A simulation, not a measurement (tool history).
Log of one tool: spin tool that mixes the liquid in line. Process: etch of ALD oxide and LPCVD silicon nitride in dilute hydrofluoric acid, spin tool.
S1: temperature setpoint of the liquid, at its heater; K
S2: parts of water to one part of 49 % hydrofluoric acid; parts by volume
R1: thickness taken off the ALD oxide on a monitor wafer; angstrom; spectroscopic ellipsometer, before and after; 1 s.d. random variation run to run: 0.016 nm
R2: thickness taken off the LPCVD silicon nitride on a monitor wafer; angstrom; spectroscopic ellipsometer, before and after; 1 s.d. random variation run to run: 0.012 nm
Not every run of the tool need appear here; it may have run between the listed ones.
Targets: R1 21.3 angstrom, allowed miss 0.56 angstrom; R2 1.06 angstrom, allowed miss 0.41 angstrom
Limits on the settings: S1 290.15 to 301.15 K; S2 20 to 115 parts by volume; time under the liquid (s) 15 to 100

run 1 hour=0 | S1=293.15 S2=65 time_under_the_liquid_(s)=50 | R1=71.435 R2=2.831
run 2 hour=2.8 | S1=296.15 S2=65 time_under_the_liquid_(s)=50 | R1=81.186 R2=3.4183
run 3 hour=9.2 | S1=298.15 S2=65 time_under_the_liquid_(s)=50 | R1=87.753 R2=3.7304
run 4 hour=17.5 | S1=298.15 S2=65 time_under_the_liquid_(s)=60 | R1=104.32 R2=4.8774
run 5 hour=21.8 | S1=295.15 S2=65 time_under_the_liquid_(s)=60 | R1=92.285 R2=4.2847
run 6 hour=23.2 | S1=295.15 S2=65 time_under_the_liquid_(s)=80 | R1=124.2 R2=6.4762
run 7 hour=25.4 | S1=293.65 S2=80 time_under_the_liquid_(s)=70 | R1=81.317 R2=3.3779
run 8 hour=27.1 | S1=292.65 S2=90 time_under_the_liquid_(s)=60 | R1=57.666 R2=2.8477
run 9 hour=34.2 | S1=290.15 S2=115 time_under_the_liquid_(s)=35 | R1=23.808 R2=0.86802
run 10 hour=43.2 | S1=292.15 S2=115 time_under_the_liquid_(s)=25 | R1=18.219 R2=0.68659
run 11 hour=46.1 | S1=293.65 S2=115 time_under_the_liquid_(s)=25 | R1=19.468 R2=0.91862
run 12 hour=54.6 | S1=294.15 S2=115 time_under_the_liquid_(s)=25 | R1=19.913 R2=0.80588
run 13 hour=57.8 | S1=295.15 S2=115 time_under_the_liquid_(s)=25 | R1=20.502 R2=1.0308

Consider the 5 candidate settings below. Which is the only one whose results all fall within their allowed miss of target?
run A hour=61 | S1=293.65 S2=95 time_under_the_liquid_(s)=20 | R1=? R2=?
run B hour=61 | S1=291.65 S2=85 time_under_the_liquid_(s)=20 | R1=? R2=?
run C hour=61 | S1=297.65 S2=95 time_under_the_liquid_(s)=20 | R1=? R2=?
run D hour=61 | S1=296.15 S2=115 time_under_the_liquid_(s)=25 | R1=? R2=?
run E hour=61 | S1=296.65 S2=110 time_under_the_liquid_(s)=25 | R1=? R2=?

move=A R1=19.112 R2=0.97353
move=B R1=19.88 R2=0.94588
move=C R1=22.455 R2=1.272
move=D R1=21.328 R2=1.1929
move=E R1=22.878 R2=1.2881
A: further off than the last run
B: further off than the last run
C: takes the biggest miss from the last run beyond its target
D: every result within its allowed miss
E: takes the biggest miss from the last run beyond its target
So the answer is move D, the one that meets all the targets.
